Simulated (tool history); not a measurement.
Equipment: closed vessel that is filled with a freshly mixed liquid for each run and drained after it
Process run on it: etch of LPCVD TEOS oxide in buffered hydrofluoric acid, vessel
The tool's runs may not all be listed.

| run | hour | temperature setpoint of the liquid (°C) | parts of 40 % ammonium fluoride to one part of 49 % hydrofluoric acid (parts by volume) | time in the liquid (s) | thickness taken off the LPCVD TEOS oxide on a monitor wafer (angstrom) |
|---|---|---|---|---|---|
| 1 | 0 | 24 | 17 | 95 | 799.67 |
| 2 | 2.8 | 24 | 17 | 100 | 849.63 |
| 3 | 8.5 | 24 | 17 | 95 | 799.81 |
| 4 | 16 | 24 | 13.5 | 95 | 1005.4 |
| 5 | 16.9 | 25.5 | 13.5 | 95 | 1097.6 |
| 6 | 19.7 | 25.5 | 13.5 | 100 | 1153.6 |
| 7 | 21.6 | 27 | 13.5 | 100 | 1251.5 |
| 8 | 27.5 | 28 | 13.5 | 100 | 1314.3 |
| 9 | 32.3 | 29 | 13.5 | 100 | 1390.1 |
| 10 | 41 | 29.5 | 13.5 | 100 | 1440.4 |
| 11 | 46.4 | 30 | 13.5 | 100 | 1462.9 |

The next listed run, before its measurement:
| 12 | 54.9 | 30.5 | 13.5 | 100 | ? |

{"run 12": {"thickness taken off the LPCVD TEOS oxide on a monitor wafer (angstrom)": 1494.8}}

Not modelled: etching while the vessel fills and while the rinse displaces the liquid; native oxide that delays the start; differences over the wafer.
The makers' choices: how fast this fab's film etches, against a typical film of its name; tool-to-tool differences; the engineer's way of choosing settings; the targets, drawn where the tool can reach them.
